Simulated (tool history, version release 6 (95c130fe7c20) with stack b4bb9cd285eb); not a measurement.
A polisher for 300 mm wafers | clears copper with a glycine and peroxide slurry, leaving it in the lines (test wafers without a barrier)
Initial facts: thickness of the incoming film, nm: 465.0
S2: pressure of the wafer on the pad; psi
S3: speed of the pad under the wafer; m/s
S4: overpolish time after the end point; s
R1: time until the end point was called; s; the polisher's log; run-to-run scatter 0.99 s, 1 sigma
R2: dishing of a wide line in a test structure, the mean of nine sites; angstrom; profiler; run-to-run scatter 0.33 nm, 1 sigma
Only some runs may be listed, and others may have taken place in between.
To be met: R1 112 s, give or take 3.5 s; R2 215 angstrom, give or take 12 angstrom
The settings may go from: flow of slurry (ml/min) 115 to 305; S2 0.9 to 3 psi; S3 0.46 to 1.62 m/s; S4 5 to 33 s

Run 1, hour 0: flow of slurry (ml/min) 195, S2 1.9 psi, S3 1.04 m/s, S4 17 s. Result: R1 108.89 s, R2 400.79 angstrom.
Run 2, hour 3.8: flow of slurry (ml/min) 195, S2 1.9 psi, S3 1.04 m/s, S4 15 s. Result: R1 111.42 s, R2 365.34 angstrom.
Run 3, hour 11.7: flow of slurry (ml/min) 195, S2 1.9 psi, S3 1.06 m/s, S4 14 s. Result: R1 109.1 s, R2 350.15 angstrom.
Run 4, hour 14.6: flow of slurry (ml/min) 195, S2 1.9 psi, S3 1.08 m/s, S4 13 s. Result: R1 108.3 s, R2 335.44 angstrom.
Run 5, hour 18.8: flow of slurry (ml/min) 160, S2 1.9 psi, S3 1.08 m/s, S4 13 s. Result: R1 111.01 s, R2 325.96 angstrom.
Run 6, hour 21.4: flow of slurry (ml/min) 155, S2 1.9 psi, S3 1.08 m/s, S4 12 s. Result: R1 111.68 s, R2 303.4 angstrom.
Run 7, hour 23.2: flow of slurry (ml/min) 155, S2 1.9 psi, S3 1.08 m/s, S4 11 s. Result: R1 113.98 s, R2 283.98 angstrom.
Run 8, hour 26.6: flow of slurry (ml/min) 155, S2 1.9 psi, S3 1.08 m/s, S4 10 s. Result: R1 112.14 s, R2 260.54 angstrom.

Consider the 5 candidate settings below. Which is the only one whose results all fall within their allowed miss of target?
Run A, hour 30: flow of slurry (ml/min) 150, S2 1.3 psi, S3 1.44 m/s, S4 9 s. Result: R1 ?, R2 ?.
Run B, hour 30: flow of slurry (ml/min) 160, S2 1.8 psi, S3 1.24 m/s, S4 9 s. Result: R1 ?, R2 ?.
Run C, hour 30: flow of slurry (ml/min) 215, S2 1.4 psi, S3 1.38 m/s, S4 8 s. Result: R1 ?, R2 ?.
Run D, hour 30: flow of slurry (ml/min) 235, S2 1.3 psi, S3 1.46 m/s, S4 15 s. Result: R1 ?, R2 ?.
Run E, hour 30: flow of slurry (ml/min) 120, S2 2.6 psi, S3 0.84 m/s, S4 12 s. Result: R1 ?, R2 ?.

move      R1      R2
   A  119.79   213.7
   B  102.55  246.35
   C  110.02  208.16
   D  110.47  347.01
   E  109.47  301.36
A: corrects the largest miss of the last run, while another result sits out of spec
B: nearer the targets than the last run, but a result is still out of spec
C: every result lands within tolerance
D: lands further from the targets than the last run did
E: lands further from the targets than the last run did
Move C is the one to make.
